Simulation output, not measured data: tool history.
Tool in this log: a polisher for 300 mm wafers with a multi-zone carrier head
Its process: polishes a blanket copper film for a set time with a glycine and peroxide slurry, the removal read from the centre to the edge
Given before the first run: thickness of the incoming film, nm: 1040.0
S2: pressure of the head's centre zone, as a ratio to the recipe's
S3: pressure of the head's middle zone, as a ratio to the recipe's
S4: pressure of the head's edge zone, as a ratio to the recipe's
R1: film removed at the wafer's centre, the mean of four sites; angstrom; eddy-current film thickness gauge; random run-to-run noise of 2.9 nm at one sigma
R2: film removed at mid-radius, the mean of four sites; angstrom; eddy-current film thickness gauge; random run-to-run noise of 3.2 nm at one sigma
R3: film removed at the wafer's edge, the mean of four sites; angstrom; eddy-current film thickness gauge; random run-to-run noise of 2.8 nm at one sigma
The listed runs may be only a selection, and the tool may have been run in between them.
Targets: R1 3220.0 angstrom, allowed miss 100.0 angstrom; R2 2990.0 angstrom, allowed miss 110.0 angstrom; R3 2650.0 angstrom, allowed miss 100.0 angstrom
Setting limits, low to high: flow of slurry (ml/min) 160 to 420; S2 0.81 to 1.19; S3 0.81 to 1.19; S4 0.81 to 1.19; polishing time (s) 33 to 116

{"run": 1, "hour": 0.0, "flow of slurry (ml/min)": 270, "S2": 1.0, "S3": 1.0, "S4": 1.0, "polishing time (s)": 74, "R1": 2197.0, "R2": 2188.4, "R3": 2147.3}
{"run": 2, "hour": 3.5, "flow of slurry (ml/min)": 270, "S2": 1.0, "S3": 1.0, "S4": 1.04, "polishing time (s)": 74, "R1": 2219.9, "R2": 2205.3, "R3": 2191.6}
{"run": 3, "hour": 8.7, "flow of slurry (ml/min)": 280, "S2": 1.03, "S3": 1.03, "S4": 1.06, "polishing time (s)": 76, "R1": 2368.8, "R2": 2327.1, "R3": 2237.9}
{"run": 4, "hour": 13.0, "flow of slurry (ml/min)": 280, "S2": 1.0, "S3": 1.03, "S4": 1.06, "polishing time (s)": 76, "R1": 2305.4, "R2": 2325.9, "R3": 2274.0}
{"run": 5, "hour": 21.1, "flow of slurry (ml/min)": 280, "S2": 1.0, "S3": 1.03, "S4": 1.06, "polishing time (s)": 66, "R1": 1974.7, "R2": 1991.0, "R3": 1957.5}
{"run": 6, "hour": 23.3, "flow of slurry (ml/min)": 280, "S2": 1.0, "S3": 1.09, "S4": 1.06, "polishing time (s)": 66, "R1": 1946.7, "R2": 2085.8, "R3": 1978.1}
{"run": 7, "hour": 32.3, "flow of slurry (ml/min)": 285, "S2": 1.03, "S3": 1.1, "S4": 1.07, "polishing time (s)": 70, "R1": 2146.7, "R2": 2288.5, "R3": 2110.3}
{"run": 8, "hour": 41.0, "flow of slurry (ml/min)": 285, "S2": 1.03, "S3": 1.1, "S4": 1.07, "polishing time (s)": 70, "R1": 2141.9, "R2": 2308.5, "R3": 2071.5}
{"run": 9, "hour": 45.9, "flow of slurry (ml/min)": 290, "S2": 1.05, "S3": 1.09, "S4": 1.08, "polishing time (s)": 73, "R1": 2319.5, "R2": 2343.8, "R3": 2197.1}
{"run": 10, "hour": 48.1, "flow of slurry (ml/min)": 295, "S2": 1.07, "S3": 1.1, "S4": 1.09, "polishing time (s)": 75, "R1": 2452.5, "R2": 2446.6, "R3": 2260.2}

5 candidate next runs follow, results not yet known. Just one meets every target within its allowed miss. Identify it.
{"run": "A", "hour": 50.3, "flow of slurry (ml/min)": 270, "S2": 1.09, "S3": 1.06, "S4": 1.17, "polishing time (s)": 84, "R1": "?", "R2": "?", "R3": "?"}
{"run": "B", "hour": 50.3, "flow of slurry (ml/min)": 265, "S2": 1.05, "S3": 1.01, "S4": 1.12, "polishing time (s)": 91, "R1": "?", "R2": "?", "R3": "?"}
{"run": "C", "hour": 50.3, "flow of slurry (ml/min)": 315, "S2": 0.93, "S3": 1.15, "S4": 1.05, "polishing time (s)": 83, "R1": "?", "R2": "?", "R3": "?"}
{"run": "D", "hour": 50.3, "flow of slurry (ml/min)": 285, "S2": 1.18, "S3": 1.14, "S4": 1.05, "polishing time (s)": 90, "R1": "?", "R2": "?", "R3": "?"}
{"run": "E", "hour": 50.3, "flow of slurry (ml/min)": 305, "S2": 1.03, "S3": 1.01, "S4": 1.14, "polishing time (s)": 91, "R1": "?", "R2": "?", "R3": "?"}

move=A R1=2718.3 R2=2643.2 R3=2616.7
move=B R1=2828.3 R2=2743.3 R3=2776.3
move=C R1=2331.6 R2=2849.1 R3=2490.7
move=D R1=3177.4 R2=3031.2 R3=2680.3
move=E R1=2820.9 R2=2785.4 R3=2830.9
A: closer than the last run, but not yet in spec
B: closer than the last run, but not yet in spec
C: the biggest miss grows against the last run
D: every result lands within tolerance
E: closer than the last run, but not yet in spec
D meets every target.

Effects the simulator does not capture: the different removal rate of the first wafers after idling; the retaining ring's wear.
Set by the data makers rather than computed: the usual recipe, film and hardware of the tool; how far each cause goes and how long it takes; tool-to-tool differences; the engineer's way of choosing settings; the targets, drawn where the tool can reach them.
